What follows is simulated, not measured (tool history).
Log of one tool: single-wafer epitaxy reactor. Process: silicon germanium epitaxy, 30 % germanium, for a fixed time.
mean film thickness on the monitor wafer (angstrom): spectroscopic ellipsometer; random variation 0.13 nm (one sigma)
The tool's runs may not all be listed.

run,hour,wafer temperature setpoint (pyrometer-controlled) (°C),chamber pressure (mTorr),mean film thickness on the monitor wafer (angstrom)
1,0.0,575,18700,386.35
2,5.6,583,18700,460.45
3,7.3,583,20300,475.86
4,12.0,583,18300,458.36
5,16.7,583,21400,484.16
6,24.5,594,21400,611.80
7,29.8,585,21300,500.90
8,32.0,578,21200,431.50
9,36.1,566,21000,326.96
10,37.7,565,21000,321.36
11,40.3,564,21000,316.32
12,45.8,564,21000,313.92

Forecast run 13:
13,48.4,559,20900,?

mean film thickness on the monitor wafer (angstrom): 276.63
